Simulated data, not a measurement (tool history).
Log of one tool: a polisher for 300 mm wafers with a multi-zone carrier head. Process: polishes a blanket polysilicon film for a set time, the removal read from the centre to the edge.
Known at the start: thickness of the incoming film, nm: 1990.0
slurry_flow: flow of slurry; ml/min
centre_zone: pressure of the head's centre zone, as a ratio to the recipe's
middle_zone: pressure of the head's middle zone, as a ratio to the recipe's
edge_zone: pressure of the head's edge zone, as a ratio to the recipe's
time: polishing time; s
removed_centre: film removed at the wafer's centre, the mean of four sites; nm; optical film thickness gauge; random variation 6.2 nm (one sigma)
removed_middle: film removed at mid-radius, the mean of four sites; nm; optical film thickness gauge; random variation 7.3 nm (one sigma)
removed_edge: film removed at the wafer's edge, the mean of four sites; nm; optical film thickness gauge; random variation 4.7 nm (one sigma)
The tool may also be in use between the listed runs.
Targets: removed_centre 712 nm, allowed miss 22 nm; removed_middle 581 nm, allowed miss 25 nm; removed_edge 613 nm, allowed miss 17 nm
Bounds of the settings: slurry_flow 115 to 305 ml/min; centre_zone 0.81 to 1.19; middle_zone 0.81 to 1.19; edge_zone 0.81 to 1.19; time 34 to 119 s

{"run": 1, "hour": 0.0, "slurry_flow": 195, "centre_zone": 1, "middle_zone": 1, "edge_zone": 1, "time": 76, "removed_centre": 473.11, "removed_middle": 483.48, "removed_edge": 457.49}
{"run": 2, "hour": 8.1, "slurry_flow": 165, "centre_zone": 1, "middle_zone": 1, "edge_zone": 1, "time": 76, "removed_centre": 454.17, "removed_middle": 447.46, "removed_edge": 448.14}
{"run": 3, "hour": 13.8, "slurry_flow": 175, "centre_zone": 1.02, "middle_zone": 0.99, "edge_zone": 1.02, "time": 78, "removed_centre": 475.85, "removed_middle": 482.63, "removed_edge": 459.86}
{"run": 4, "hour": 16.2, "slurry_flow": 175, "centre_zone": 1.02, "middle_zone": 1.07, "edge_zone": 1.02, "time": 78, "removed_centre": 477.73, "removed_middle": 494.13, "removed_edge": 471.38}
{"run": 5, "hour": 21.5, "slurry_flow": 170, "centre_zone": 1.04, "middle_zone": 1.04, "edge_zone": 1.04, "time": 81, "removed_centre": 511.92, "removed_middle": 505.82, "removed_edge": 488.14}
{"run": 6, "hour": 29.0, "slurry_flow": 190, "centre_zone": 1.04, "middle_zone": 1.04, "edge_zone": 1.04, "time": 81, "removed_centre": 515.12, "removed_middle": 515.82, "removed_edge": 494.49}
{"run": 7, "hour": 30.5, "slurry_flow": 190, "centre_zone": 1.06, "middle_zone": 1.02, "edge_zone": 1.06, "time": 83, "removed_centre": 533.59, "removed_middle": 527.41, "removed_edge": 511.7}
{"run": 8, "hour": 36.3, "slurry_flow": 190, "centre_zone": 1.08, "middle_zone": 1, "edge_zone": 1.07, "time": 85, "removed_centre": 560.96, "removed_middle": 515.25, "removed_edge": 522.71}
{"run": 9, "hour": 44.1, "slurry_flow": 200, "centre_zone": 1.09, "middle_zone": 1, "edge_zone": 1.08, "time": 86, "removed_centre": 565.92, "removed_middle": 533.94, "removed_edge": 544.04}
{"run": 10, "hour": 52.4, "slurry_flow": 205, "centre_zone": 1.1, "middle_zone": 0.99, "edge_zone": 1.07, "time": 87, "removed_centre": 595.14, "removed_middle": 544.63, "removed_edge": 538.47}
{"run": 11, "hour": 53.8, "slurry_flow": 205, "centre_zone": 1.1, "middle_zone": 0.99, "edge_zone": 1.07, "time": 87, "removed_centre": 592.3, "removed_middle": 543.77, "removed_edge": 540.31}

5 next moves are on the table. One of them brings every result within its allowed miss. Which?
{"run": "A", "hour": 55.2, "slurry_flow": 250, "centre_zone": 1.18, "middle_zone": 1.06, "edge_zone": 0.94, "time": 94, "removed_centre": "?", "removed_middle": "?", "removed_edge": "?"}
{"run": "B", "hour": 55.2, "slurry_flow": 170, "centre_zone": 1.19, "middle_zone": 1.02, "edge_zone": 0.94, "time": 107, "removed_centre": "?", "removed_middle": "?", "removed_edge": "?"}
{"run": "C", "hour": 55.2, "slurry_flow": 290, "centre_zone": 1.17, "middle_zone": 0.93, "edge_zone": 1.1, "time": 94, "removed_centre": "?", "removed_middle": "?", "removed_edge": "?"}
{"run": "D", "hour": 55.2, "slurry_flow": 215, "centre_zone": 1.16, "middle_zone": 1.08, "edge_zone": 0.86, "time": 87, "removed_centre": "?", "removed_middle": "?", "removed_edge": "?"}
{"run": "E", "hour": 55.2, "slurry_flow": 240, "centre_zone": 0.85, "middle_zone": 1, "edge_zone": 1, "time": 90, "removed_centre": "?", "removed_middle": "?", "removed_edge": "?"}

move=A removed_centre=705.99 removed_middle=645.28 removed_edge=565.83
move=B removed_centre=765.21 removed_middle=676.34 removed_edge=620.44
move=C removed_centre=711.54 removed_middle=589.36 removed_edge=618.87
move=D removed_centre=629.58 removed_middle=595.79 removed_edge=496.01
move=E removed_centre=482.99 removed_middle=587.39 removed_edge=556.34
A: brings the result that was furthest off to its target, and leaves another outside
B: takes the result that was furthest off past its target
C: meets every target
D: further off than the last run
E: further off than the last run
Move C is the one to make.
